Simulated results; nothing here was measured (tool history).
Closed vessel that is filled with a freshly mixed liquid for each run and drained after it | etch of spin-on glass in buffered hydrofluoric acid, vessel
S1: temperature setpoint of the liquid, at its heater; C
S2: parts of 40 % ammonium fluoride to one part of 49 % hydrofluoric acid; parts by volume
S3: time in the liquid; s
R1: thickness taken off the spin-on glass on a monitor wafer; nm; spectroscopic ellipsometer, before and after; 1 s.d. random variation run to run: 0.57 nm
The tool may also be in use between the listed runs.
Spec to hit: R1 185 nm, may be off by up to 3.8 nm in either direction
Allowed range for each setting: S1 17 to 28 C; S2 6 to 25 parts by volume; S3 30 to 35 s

{"run": 1, "day": 0.0, "S1": 20, "S2": 15.5, "S3": 35, "R1": 106.36}
{"run": 2, "day": 0.362, "S1": 20, "S2": 13, "S3": 35, "R1": 126.93}
{"run": 3, "day": 0.742, "S1": 20, "S2": 10.5, "S3": 35, "R1": 155.63}
{"run": 4, "day": 0.846, "S1": 20.5, "S2": 10.5, "S3": 35, "R1": 160.56}
{"run": 5, "day": 1.183, "S1": 20.5, "S2": 6.5, "S3": 35, "R1": 253.24}
{"run": 6, "day": 1.45, "S1": 17, "S2": 6.5, "S3": 35, "R1": 206.58}
{"run": 7, "day": 1.675, "S1": 17, "S2": 7, "S3": 35, "R1": 194.87}
{"run": 8, "day": 1.821, "S1": 17, "S2": 7.5, "S3": 35, "R1": 179.73}

Which single option among these 4 for the next run brings every result within its allowed miss of target? Just one does.
{"run": "A", "day": 1.967, "S1": 25, "S2": 10.5, "S3": 30, "R1": "?"}
{"run": "B", "day": 1.967, "S1": 18, "S2": 8, "S3": 35, "R1": "?"}
{"run": "C", "day": 1.967, "S1": 19, "S2": 7, "S3": 30, "R1": "?"}
{"run": "D", "day": 1.967, "S1": 17.5, "S2": 8, "S3": 35, "R1": "?"}

move=A R1=176.96
move=B R1=178.35
move=C R1=186.88
move=D R1=173.35
A: its largest miss is bigger than the last run's
B: its largest miss is bigger than the last run's
C: all results in spec
D: its largest miss is bigger than the last run's
C meets every target.
